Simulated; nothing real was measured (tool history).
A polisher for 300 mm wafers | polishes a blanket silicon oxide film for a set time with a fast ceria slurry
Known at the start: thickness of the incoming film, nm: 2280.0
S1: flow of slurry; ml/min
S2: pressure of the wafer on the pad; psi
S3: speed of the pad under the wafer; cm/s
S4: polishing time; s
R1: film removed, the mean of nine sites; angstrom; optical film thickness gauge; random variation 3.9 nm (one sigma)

{"run": 1, "hour": 0.0, "S1": 135, "S2": 2, "S3": 130, "S4": 30, "R1": 4205.2}
{"run": 2, "hour": 8.4, "S1": 145, "S2": 2.1, "S3": 130, "S4": 30, "R1": 4438.3}
{"run": 3, "hour": 14.2, "S1": 150, "S2": 2.2, "S3": 130, "S4": 30, "R1": 4648.9}
{"run": 4, "hour": 21.7, "S1": 135, "S2": 2.2, "S3": 130, "S4": 30, "R1": 4548.9}
{"run": 5, "hour": 28.3, "S1": 105, "S2": 2.2, "S3": 130, "S4": 30, "R1": 4409.1}
{"run": 6, "hour": 30.7, "S1": 115, "S2": 2.3, "S3": 130, "S4": 30, "R1": 4555.3}
{"run": 7, "hour": 37.2, "S1": 115, "S2": 2.3, "S3": 130, "S4": 30, "R1": 4620.2}

The next listed run, before its measurement:
{"run": 8, "hour": 40.0, "S1": 125, "S2": 2.4, "S3": 130, "S4": 30, "R1": "?"}

R1: 4854.5 angstrom

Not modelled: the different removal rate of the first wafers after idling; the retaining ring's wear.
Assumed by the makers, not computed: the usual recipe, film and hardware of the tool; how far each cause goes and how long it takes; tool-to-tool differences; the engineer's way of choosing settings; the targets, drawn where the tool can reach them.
